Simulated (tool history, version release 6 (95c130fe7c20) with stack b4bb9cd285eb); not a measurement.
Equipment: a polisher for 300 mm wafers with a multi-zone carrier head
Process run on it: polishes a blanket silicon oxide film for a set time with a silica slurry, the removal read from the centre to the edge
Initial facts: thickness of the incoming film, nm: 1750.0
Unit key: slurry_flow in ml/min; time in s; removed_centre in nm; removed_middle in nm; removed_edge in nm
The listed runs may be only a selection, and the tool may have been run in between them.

{"run": 1, "hour": 0.0, "slurry_flow": 240, "centre_zone": 1, "middle_zone": 1, "edge_zone": 1, "slurry_solids": 1, "time": 81, "removed_centre": 158.77, "removed_middle": 145.97, "removed_edge": 155.6}
{"run": 2, "hour": 7.6, "slurry_flow": 240, "centre_zone": 1.06, "middle_zone": 1, "edge_zone": 1, "slurry_solids": 1, "time": 81, "removed_centre": 170.78, "removed_middle": 147.78, "removed_edge": 151.22}
{"run": 3, "hour": 8.4, "slurry_flow": 235, "centre_zone": 1.03, "middle_zone": 1.01, "edge_zone": 0.96, "slurry_solids": 0.85, "time": 79, "removed_centre": 149.2, "removed_middle": 133.36, "removed_edge": 136.52}
{"run": 4, "hour": 12.2, "slurry_flow": 230, "centre_zone": 1.01, "middle_zone": 1.02, "edge_zone": 0.93, "slurry_solids": 0.75, "time": 77, "removed_centre": 134.98, "removed_middle": 121.7, "removed_edge": 122.2}
{"run": 5, "hour": 17.2, "slurry_flow": 230, "centre_zone": 1.01, "middle_zone": 1.02, "edge_zone": 0.97, "slurry_solids": 0.75, "time": 77, "removed_centre": 133.6, "removed_middle": 121.99, "removed_edge": 123.86}
{"run": 6, "hour": 24.0, "slurry_flow": 220, "centre_zone": 0.99, "middle_zone": 1.03, "edge_zone": 0.95, "slurry_solids": 0.7, "time": 77, "removed_centre": 125.65, "removed_middle": 118.82, "removed_edge": 117.51}
{"run": 7, "hour": 30.1, "slurry_flow": 205, "centre_zone": 0.97, "middle_zone": 1.02, "edge_zone": 0.93, "slurry_solids": 0.7, "time": 77, "removed_centre": 121.81, "removed_middle": 118.28, "removed_edge": 117.23}
{"run": 8, "hour": 37.0, "slurry_flow": 210, "centre_zone": 0.93, "middle_zone": 0.98, "edge_zone": 0.85, "slurry_solids": 0.5, "time": 76, "removed_centre": 94.762, "removed_middle": 92.359, "removed_edge": 90.82}

What will run 9 give?
{"run": 9, "hour": 43.2, "slurry_flow": 270, "centre_zone": 0.97, "middle_zone": 1.05, "edge_zone": 0.95, "slurry_solids": 0.5, "time": 73, "removed_centre": "?", "removed_middle": "?", "removed_edge": "?"}

removed_centre: 98.072 nm
removed_middle: 97.099 nm
removed_edge: 93.607 nm
